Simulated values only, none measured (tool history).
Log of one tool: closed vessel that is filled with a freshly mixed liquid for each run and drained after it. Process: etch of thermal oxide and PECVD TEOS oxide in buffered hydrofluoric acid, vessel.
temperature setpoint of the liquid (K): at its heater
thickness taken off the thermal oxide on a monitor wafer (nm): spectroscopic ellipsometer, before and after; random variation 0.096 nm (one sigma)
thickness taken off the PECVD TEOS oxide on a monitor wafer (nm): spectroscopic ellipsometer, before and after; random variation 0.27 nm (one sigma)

run	hour	temperature setpoint of the liquid (K)	parts of 40 % ammonium fluoride to one part of 49 % hydrofluoric acid (parts by volume)	time in the liquid (s)	thickness taken off the thermal oxide on a monitor wafer (nm)	thickness taken off the PECVD TEOS oxide on a monitor wafer (nm)
1	0	296.15	11	60	63.588	113.28
2	6.3	292.65	11	60	52.003	95.497
3	8.5	292.65	11	35	30.503	54.351
4	12.6	292.65	12.5	35	26.969	48.437
5	14.8	292.65	12.5	60	46.404	83.679
6	17.3	292.65	11	60	52.458	94.57

The next listed run, before its measurement:
7	24.7	292.15	13	60	?	?

thickness taken off the thermal oxide on a monitor wafer (nm): 42.745
thickness taken off the PECVD TEOS oxide on a monitor wafer (nm): 77.553

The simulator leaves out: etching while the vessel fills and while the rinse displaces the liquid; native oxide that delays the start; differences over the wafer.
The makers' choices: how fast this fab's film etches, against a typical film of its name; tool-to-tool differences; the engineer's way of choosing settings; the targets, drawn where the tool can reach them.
